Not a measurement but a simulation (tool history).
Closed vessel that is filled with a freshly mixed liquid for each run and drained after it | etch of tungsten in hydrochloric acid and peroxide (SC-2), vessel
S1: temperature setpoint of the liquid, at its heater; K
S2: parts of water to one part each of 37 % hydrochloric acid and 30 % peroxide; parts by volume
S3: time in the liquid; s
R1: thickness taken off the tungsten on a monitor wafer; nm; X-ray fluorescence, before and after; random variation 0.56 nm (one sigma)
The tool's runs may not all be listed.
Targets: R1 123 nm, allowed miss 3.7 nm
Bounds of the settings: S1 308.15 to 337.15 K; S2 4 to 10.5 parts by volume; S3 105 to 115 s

{"run": 1, "day": 0.0, "S1": 321.15, "S2": 5.5, "S3": 105, "R1": 53.631}
{"run": 2, "day": 0.242, "S1": 321.15, "S2": 5.5, "S3": 115, "R1": 58.458}
{"run": 3, "day": 0.292, "S1": 321.15, "S2": 7, "S3": 115, "R1": 48.891}
{"run": 4, "day": 0.604, "S1": 323.65, "S2": 7, "S3": 115, "R1": 58.022}
{"run": 5, "day": 0.95, "S1": 318.65, "S2": 7, "S3": 115, "R1": 41.345}
{"run": 6, "day": 0.983, "S1": 318.65, "S2": 6, "S3": 115, "R1": 45.966}
{"run": 7, "day": 1.146, "S1": 321.65, "S2": 6, "S3": 115, "R1": 56.829}
{"run": 8, "day": 1.188, "S1": 329.65, "S2": 6, "S3": 115, "R1": 96.716}
{"run": 9, "day": 1.342, "S1": 330.65, "S2": 6, "S3": 115, "R1": 102.48}
{"run": 10, "day": 1.588, "S1": 331.15, "S2": 6, "S3": 115, "R1": 106.74}
{"run": 11, "day": 1.842, "S1": 331.65, "S2": 6, "S3": 115, "R1": 110.18}
{"run": 12, "day": 2.079, "S1": 332.15, "S2": 6, "S3": 115, "R1": 113.66}

4 next moves are on the table. One of them brings every result within its allowed miss. Which?
{"run": "A", "day": 2.317, "S1": 332.15, "S2": 5, "S3": 110, "R1": "?"}
{"run": "B", "day": 2.317, "S1": 334.15, "S2": 8, "S3": 115, "R1": "?"}
{"run": "C", "day": 2.317, "S1": 331.65, "S2": 6, "S3": 115, "R1": "?"}
{"run": "D", "day": 2.317, "S1": 327.65, "S2": 4, "S3": 110, "R1": "?"}

move=A R1=124.28
move=B R1=103.28
move=C R1=110.11
move=D R1=108.32
A: meets every target
B: further off than the last run
C: further off than the last run
D: further off than the last run
Move A is the one to make.

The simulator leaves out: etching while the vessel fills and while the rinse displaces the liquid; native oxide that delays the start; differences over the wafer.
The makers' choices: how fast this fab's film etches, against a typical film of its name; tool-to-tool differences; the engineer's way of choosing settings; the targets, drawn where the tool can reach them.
